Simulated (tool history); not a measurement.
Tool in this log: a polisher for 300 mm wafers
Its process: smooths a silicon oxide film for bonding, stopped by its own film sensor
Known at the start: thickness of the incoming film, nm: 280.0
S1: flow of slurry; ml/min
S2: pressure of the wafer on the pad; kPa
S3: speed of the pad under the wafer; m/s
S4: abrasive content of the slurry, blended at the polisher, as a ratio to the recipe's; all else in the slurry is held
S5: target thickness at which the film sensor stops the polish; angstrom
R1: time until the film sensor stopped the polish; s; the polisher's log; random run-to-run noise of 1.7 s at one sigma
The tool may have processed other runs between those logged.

run	hour	S1	S2	S3	S4	S5	R1
1	0	215	15.2	0.92	1	2020	105.02
2	5.4	215	13.8	0.92	1	2020	115.19
3	11.5	215	13.1	0.92	1	2020	118.82
4	19.1	215	13.1	0.92	0.85	2020	130.49
5	23.1	215	13.1	0.92	1	2020	120.79
6	32	215	12.4	0.92	1	2020	123.88
7	37.1	215	11.7	0.92	1	2020	128.07

The next listed run, before its measurement:
8	45.3	215	11	0.92	1	2020	?

Run 8 yielded R1 134.31 s.
